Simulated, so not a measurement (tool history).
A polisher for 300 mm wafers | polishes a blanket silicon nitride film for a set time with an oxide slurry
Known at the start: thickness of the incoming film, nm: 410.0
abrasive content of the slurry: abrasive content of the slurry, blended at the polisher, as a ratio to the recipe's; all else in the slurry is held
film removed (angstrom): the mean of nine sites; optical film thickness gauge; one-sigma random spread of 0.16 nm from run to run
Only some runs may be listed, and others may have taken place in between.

| run | hour | flow of slurry (ml/min) | pressure of the wafer on the pad (psi) | speed of the pad under the wafer (m/s) | abrasive content of the slurry | polishing time (s) | film removed (angstrom) |
|---|---|---|---|---|---|---|---|
| 1 | 0 | 180 | 3.3 | 1.3 | 1 | 28 | 182.41 |
| 2 | 7.7 | 225 | 3.3 | 1.3 | 1 | 28 | 188.55 |
| 3 | 15.5 | 225 | 3 | 1.28 | 1 | 28 | 171.95 |
| 4 | 17 | 225 | 2.7 | 1.26 | 1 | 28 | 153.14 |
| 5 | 19.7 | 225 | 2.5 | 1.26 | 1 | 28 | 142.94 |
| 6 | 22.6 | 225 | 2.4 | 1.26 | 1 | 28 | 139.04 |
| 7 | 28.8 | 225 | 2.3 | 1.26 | 1 | 28 | 129.98 |

Run 8 is up next; what results do you expect?
| 8 | 35.9 | 220 | 2.2 | 1.26 | 1 | 28 | ? |

Run 8 came out at film removed (angstrom) 122.47.
